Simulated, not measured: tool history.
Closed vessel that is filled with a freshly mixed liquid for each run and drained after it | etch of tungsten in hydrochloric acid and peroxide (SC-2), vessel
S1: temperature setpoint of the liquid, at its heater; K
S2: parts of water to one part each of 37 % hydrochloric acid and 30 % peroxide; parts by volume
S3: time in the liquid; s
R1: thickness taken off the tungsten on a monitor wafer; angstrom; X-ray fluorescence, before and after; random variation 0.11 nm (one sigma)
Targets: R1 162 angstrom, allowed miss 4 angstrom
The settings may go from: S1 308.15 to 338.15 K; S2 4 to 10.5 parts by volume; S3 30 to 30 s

run 1 hour=0 | S1=322.15 S2=5.5 S3=30 | R1=119.57
run 2 hour=3.4 | S1=325.15 S2=5.5 S3=30 | R1=144.67
run 3 hour=10.4 | S1=325.65 S2=5.5 S3=30 | R1=150.81
run 4 hour=10.9 | S1=326.15 S2=5.5 S3=30 | R1=154.66
run 5 hour=16.6 | S1=322.15 S2=5.5 S3=30 | R1=117.98
run 6 hour=21.3 | S1=316.15 S2=5.5 S3=30 | R1=78.664
run 7 hour=29.9 | S1=318.65 S2=5.5 S3=30 | R1=93.663
run 8 hour=30.9 | S1=320.65 S2=5.5 S3=30 | R1=106.4
run 9 hour=32.8 | S1=322.15 S2=5.5 S3=30 | R1=118.62
run 10 hour=34.3 | S1=323.15 S2=5.5 S3=30 | R1=127.57
run 11 hour=43.2 | S1=324.15 S2=5.5 S3=30 | R1=136.62
run 12 hour=44.8 | S1=324.65 S2=5.5 S3=30 | R1=138.86
run 13 hour=49.3 | S1=324.65 S2=5.5 S3=30 | R1=141.23
run 14 hour=53.7 | S1=325.15 S2=5.5 S3=30 | R1=144.03
run 15 hour=58.1 | S1=325.65 S2=5.5 S3=30 | R1=148.98
run 16 hour=64.6 | S1=326.15 S2=5.5 S3=30 | R1=153.2

Which of these 5 next moves meets every target?
run A hour=71.1 | S1=327.15 S2=6.5 S3=30 | R1=?
run B hour=71.1 | S1=330.65 S2=7.5 S3=30 | R1=?
run C hour=71.1 | S1=323.65 S2=5 S3=30 | R1=?
run D hour=71.1 | S1=328.15 S2=7 S3=30 | R1=?
run E hour=71.1 | S1=321.65 S2=4 S3=30 | R1=?

move=A R1=144.55
move=B R1=162.01
move=C R1=139.43
move=D R1=145.66
move=E R1=142.31
A: further off than the last run
B: meets every target
C: further off than the last run
D: further off than the last run
E: further off than the last run
The right move is B.
